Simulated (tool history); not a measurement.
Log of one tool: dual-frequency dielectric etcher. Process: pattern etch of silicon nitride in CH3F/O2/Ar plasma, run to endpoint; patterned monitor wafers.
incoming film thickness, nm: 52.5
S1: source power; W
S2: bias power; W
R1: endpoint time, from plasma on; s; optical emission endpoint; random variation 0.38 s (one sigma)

run	hour	S1	S2	R1
1	0	420	54	80.243
2	6.9	420	63	74.643
3	9.6	380	60	80.475
4	15.1	350	59	84.714
5	18.6	410	59	77.55
6	25.4	410	64	75.069

Forecast run 7:
7	33.8	370	63	?

R1: 79.292 s
